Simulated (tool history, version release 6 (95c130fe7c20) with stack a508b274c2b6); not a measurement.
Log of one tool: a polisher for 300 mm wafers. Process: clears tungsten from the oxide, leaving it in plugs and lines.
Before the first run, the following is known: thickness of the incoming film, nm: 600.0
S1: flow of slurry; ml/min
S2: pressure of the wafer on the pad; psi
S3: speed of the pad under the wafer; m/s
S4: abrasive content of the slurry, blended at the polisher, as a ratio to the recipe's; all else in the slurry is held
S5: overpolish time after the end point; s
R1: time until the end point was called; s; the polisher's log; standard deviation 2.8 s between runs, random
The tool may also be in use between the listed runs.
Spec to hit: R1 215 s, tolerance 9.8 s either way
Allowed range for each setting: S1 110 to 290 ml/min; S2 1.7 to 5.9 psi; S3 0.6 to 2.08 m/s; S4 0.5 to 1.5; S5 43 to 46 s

run,hour,S1,S2,S3,S4,S5,R1
1,0,185,3.8,1.34,1,43,90.557
2,6.6,185,3.8,1.14,1,43,104.63
3,9,185,3.8,0.96,1,43,122.8
4,15.8,185,3.8,1.18,1,43,101.78
5,17.7,185,3.8,1.18,1,43,102.49
6,21.4,185,3.8,1.18,0.85,43,108.96
7,28,185,3.8,1.18,0.85,43,108.51
8,33,185,3.3,1.14,0.85,43,129.68

Exercise: of the 5 proposed moves below, exactly one satisfies all targets within the stated allowed misses. Which move is it?
A,38,140,2.7,1.04,0.65,46,?
B,38,220,3,0.84,0.55,46,?
C,38,190,4.6,1.6,0.95,43,?
D,38,180,3.7,1.28,0.95,46,?
E,38,200,3.4,1.02,0.6,46,?

move,R1
A,195.97
B,215.38
C,65.671
D,100.03
E,156.83
A: closes in on the targets versus the last run, not all within tolerance yet
B: every result within its allowed miss
C: the biggest miss grows against the last run
D: the biggest miss grows against the last run
E: closes in on the targets versus the last run, not all within tolerance yet
Go with B: it meets all targets.
